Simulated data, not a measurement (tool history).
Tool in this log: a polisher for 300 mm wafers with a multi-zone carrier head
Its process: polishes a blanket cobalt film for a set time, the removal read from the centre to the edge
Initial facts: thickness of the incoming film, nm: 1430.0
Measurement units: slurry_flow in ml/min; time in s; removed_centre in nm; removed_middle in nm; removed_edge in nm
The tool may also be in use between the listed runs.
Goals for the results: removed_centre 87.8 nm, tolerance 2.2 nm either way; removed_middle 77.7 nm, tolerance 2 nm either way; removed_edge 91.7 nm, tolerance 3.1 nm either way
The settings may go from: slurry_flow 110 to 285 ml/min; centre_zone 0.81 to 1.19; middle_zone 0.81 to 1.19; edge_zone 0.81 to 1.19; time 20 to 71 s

{"run": 1, "hour": 0.0, "slurry_flow": 180, "centre_zone": 1, "middle_zone": 1, "edge_zone": 1, "time": 45, "removed_centre": 144.57, "removed_middle": 142.91, "removed_edge": 142.69}
{"run": 2, "hour": 3.5, "slurry_flow": 180, "centre_zone": 1, "middle_zone": 0.94, "edge_zone": 1, "time": 45, "removed_centre": 144.89, "removed_middle": 135.4, "removed_edge": 141.66}
{"run": 3, "hour": 8.4, "slurry_flow": 220, "centre_zone": 1, "middle_zone": 0.94, "edge_zone": 1, "time": 45, "removed_centre": 151.16, "removed_middle": 140.75, "removed_edge": 144.64}
{"run": 4, "hour": 14.8, "slurry_flow": 200, "centre_zone": 0.99, "middle_zone": 0.91, "edge_zone": 1, "time": 40, "removed_centre": 130.63, "removed_middle": 119.32, "removed_edge": 125.92}
{"run": 5, "hour": 16.9, "slurry_flow": 200, "centre_zone": 0.99, "middle_zone": 0.91, "edge_zone": 1.07, "time": 40, "removed_centre": 131.83, "removed_middle": 119.62, "removed_edge": 132.64}
{"run": 6, "hour": 18.2, "slurry_flow": 200, "centre_zone": 0.99, "middle_zone": 0.91, "edge_zone": 1.07, "time": 44, "removed_centre": 142.44, "removed_middle": 132.15, "removed_edge": 144.44}
{"run": 7, "hour": 25.8, "slurry_flow": 180, "centre_zone": 0.97, "middle_zone": 0.88, "edge_zone": 1.05, "time": 40, "removed_centre": 125.5, "removed_middle": 113.25, "removed_edge": 128.27}
{"run": 8, "hour": 30.2, "slurry_flow": 165, "centre_zone": 0.95, "middle_zone": 0.86, "edge_zone": 1.02, "time": 37, "removed_centre": 113.04, "removed_middle": 103.12, "removed_edge": 117.81}
{"run": 9, "hour": 32.0, "slurry_flow": 155, "centre_zone": 0.95, "middle_zone": 0.85, "edge_zone": 1, "time": 35, "removed_centre": 103.65, "removed_middle": 93.98, "removed_edge": 107.27}
{"run": 10, "hour": 35.9, "slurry_flow": 145, "centre_zone": 0.95, "middle_zone": 0.84, "edge_zone": 0.99, "time": 34, "removed_centre": 100.06, "removed_middle": 89.04, "removed_edge": 105.28}
{"run": 11, "hour": 43.4, "slurry_flow": 140, "centre_zone": 0.94, "middle_zone": 0.83, "edge_zone": 0.96, "time": 33, "removed_centre": 94.105, "removed_middle": 85.613, "removed_edge": 99.382}
{"run": 12, "hour": 51.5, "slurry_flow": 135, "centre_zone": 0.94, "middle_zone": 0.82, "edge_zone": 0.95, "time": 33, "removed_centre": 93.387, "removed_middle": 84.416, "removed_edge": 97.874}
{"run": 13, "hour": 58.6, "slurry_flow": 130, "centre_zone": 0.94, "middle_zone": 0.82, "edge_zone": 0.95, "time": 33, "removed_centre": 93.412, "removed_middle": 83.491, "removed_edge": 96.462}
{"run": 14, "hour": 63.4, "slurry_flow": 110, "centre_zone": 0.94, "middle_zone": 0.81, "edge_zone": 0.97, "time": 31, "removed_centre": 83.632, "removed_middle": 75.286, "removed_edge": 89.694}
{"run": 15, "hour": 67.7, "slurry_flow": 110, "centre_zone": 0.94, "middle_zone": 0.81, "edge_zone": 0.97, "time": 31, "removed_centre": 82.436, "removed_middle": 73.875, "removed_edge": 90.676}
{"run": 16, "hour": 71.8, "slurry_flow": 115, "centre_zone": 0.94, "middle_zone": 0.81, "edge_zone": 0.96, "time": 31, "removed_centre": 84.903, "removed_middle": 75.661, "removed_edge": 90.977}
{"run": 17, "hour": 79.0, "slurry_flow": 120, "centre_zone": 0.94, "middle_zone": 0.81, "edge_zone": 0.96, "time": 31, "removed_centre": 84.346, "removed_middle": 75.836, "removed_edge": 89.714}

Which single option among these 4 for the next run brings every result within its allowed miss of target? Just one does.
{"run": "A", "hour": 86.2, "slurry_flow": 120, "centre_zone": 0.93, "middle_zone": 0.88, "edge_zone": 0.9, "time": 30, "removed_centre": "?", "removed_middle": "?", "removed_edge": "?"}
{"run": "B", "hour": 86.2, "slurry_flow": 120, "centre_zone": 0.97, "middle_zone": 0.83, "edge_zone": 0.99, "time": 31, "removed_centre": "?", "removed_middle": "?", "removed_edge": "?"}
{"run": "C", "hour": 86.2, "slurry_flow": 150, "centre_zone": 0.9, "middle_zone": 0.81, "edge_zone": 1.12, "time": 29, "removed_centre": "?", "removed_middle": "?", "removed_edge": "?"}
{"run": "D", "hour": 86.2, "slurry_flow": 115, "centre_zone": 0.98, "middle_zone": 0.89, "edge_zone": 1.02, "time": 31, "removed_centre": "?", "removed_middle": "?", "removed_edge": "?"}

move=A removed_centre=82.387 removed_middle=79.421 removed_edge=86.996
move=B removed_centre=88.794 removed_middle=78.19 removed_edge=93.059
move=C removed_centre=81.465 removed_middle=75.377 removed_edge=94.544
move=D removed_centre=88.655 removed_middle=81.914 removed_edge=93.31
A: its largest miss is bigger than the last run's
B: each result inside its tolerance
C: its largest miss is bigger than the last run's
D: the worst result of the last run now meets its target, but another is out of spec
The move that meets every target is B.
